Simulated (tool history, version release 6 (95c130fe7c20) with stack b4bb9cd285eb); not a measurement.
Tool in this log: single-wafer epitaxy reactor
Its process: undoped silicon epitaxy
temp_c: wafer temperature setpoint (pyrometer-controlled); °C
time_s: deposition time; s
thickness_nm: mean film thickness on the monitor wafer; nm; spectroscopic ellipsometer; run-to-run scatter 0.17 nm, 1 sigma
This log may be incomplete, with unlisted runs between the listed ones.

| run | hour | temp_c | time_s | thickness_nm |
|---|---|---|---|---|
| 1 | 0.0 | 645 | 228 | 33.707 |
| 2 | 5.2 | 645 | 207 | 31.098 |
| 3 | 8.6 | 649 | 207 | 33.716 |
| 4 | 15.6 | 643 | 207 | 29.365 |
| 5 | 20.7 | 645 | 207 | 31.114 |
| 6 | 29.7 | 639 | 207 | 27.262 |
| 7 | 34.1 | 641 | 207 | 28.410 |
| 8 | 36.4 | 643 | 207 | 29.455 |
| 9 | 38.8 | 645 | 207 | 30.833 |
| 10 | 44.8 | 646 | 207 | 31.518 |

Estimate the outcome of run 11 from the log above:
| 11 | 46.2 | 647 | 207 | ? |

thickness_nm: 32.275 nm
